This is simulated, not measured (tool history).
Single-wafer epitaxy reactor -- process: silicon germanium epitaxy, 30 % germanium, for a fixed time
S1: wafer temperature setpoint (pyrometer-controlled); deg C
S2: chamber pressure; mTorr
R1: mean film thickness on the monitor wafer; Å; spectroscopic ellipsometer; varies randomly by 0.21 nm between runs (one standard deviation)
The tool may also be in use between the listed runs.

| run | hour | S1 | S2 | R1 |
|---|---|---|---|---|
| 1 | 0 | 590 | 17600 | 470.48 |
| 2 | 3.4 | 590 | 19600 | 494.45 |
| 3 | 6.7 | 598 | 19600 | 564.46 |
| 4 | 8.4 | 595 | 19500 | 535.67 |
| 5 | 13.5 | 592 | 19400 | 510 |
| 6 | 17.4 | 590 | 19300 | 494.14 |
| 7 | 21.5 | 588 | 19200 | 480.92 |
| 8 | 28.6 | 576 | 18600 | 376.74 |

Run 9 has not been measured yet. What should we expect?
| 9 | 33.6 | 575 | 18600 | ? |

R1: 376.3 Å
